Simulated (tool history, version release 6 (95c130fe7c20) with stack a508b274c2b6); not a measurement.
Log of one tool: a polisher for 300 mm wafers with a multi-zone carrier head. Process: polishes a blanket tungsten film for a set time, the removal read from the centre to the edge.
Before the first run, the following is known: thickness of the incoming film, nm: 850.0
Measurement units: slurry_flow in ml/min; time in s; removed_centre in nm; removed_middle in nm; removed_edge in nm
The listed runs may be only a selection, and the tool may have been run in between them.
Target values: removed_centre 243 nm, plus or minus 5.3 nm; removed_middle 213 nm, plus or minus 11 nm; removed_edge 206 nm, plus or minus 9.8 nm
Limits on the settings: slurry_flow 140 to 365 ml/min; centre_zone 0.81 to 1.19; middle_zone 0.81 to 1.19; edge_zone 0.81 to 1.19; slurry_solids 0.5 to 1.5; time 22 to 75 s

run	hour	slurry_flow	centre_zone	middle_zone	edge_zone	slurry_solids	time	removed_centre	removed_middle	removed_edge
1	0	235	1	1	1	1	48	182.04	189.12	181.61
2	6.4	245	1.03	1.01	1.02	1.05	48	192.67	191.65	182.25
3	13.4	245	1.03	0.95	1.02	1.05	48	190.76	186.15	183.44
4	20.1	280	1.03	0.95	1.02	1.05	48	197.56	187.6	188.13
5	29.1	280	1.03	0.95	1.02	1.05	54	217.28	215.06	213.19
6	30	280	1.03	0.99	1.02	1.05	54	219.2	217.26	206.95
7	34.2	290	1.04	0.99	1.02	1.05	54	220.72	224.72	206.92
8	37.6	295	1.06	0.97	1.02	1.05	54	228.12	214.42	205.25

4 candidate next runs follow, results not yet known. Just one meets every target within its allowed miss. Identify it.
A	41	350	1.04	0.94	1.03	1	53	?	?	?
B	41	270	1.06	0.95	0.97	0.95	53	?	?	?
C	41	305	1.11	0.93	0.99	0.95	56	?	?	?
D	41	300	1.05	0.93	1.05	1.1	51	?	?	?

move	removed_centre	removed_middle	removed_edge
A	219.11	209.46	205.16
B	214.77	203.44	193.19
C	240.88	214.26	208.08
D	214.62	201.97	201.88
A: misses by more than the last run did
B: misses by more than the last run did
C: all results land within tolerance of their targets
D: misses by more than the last run did
The right move is C.

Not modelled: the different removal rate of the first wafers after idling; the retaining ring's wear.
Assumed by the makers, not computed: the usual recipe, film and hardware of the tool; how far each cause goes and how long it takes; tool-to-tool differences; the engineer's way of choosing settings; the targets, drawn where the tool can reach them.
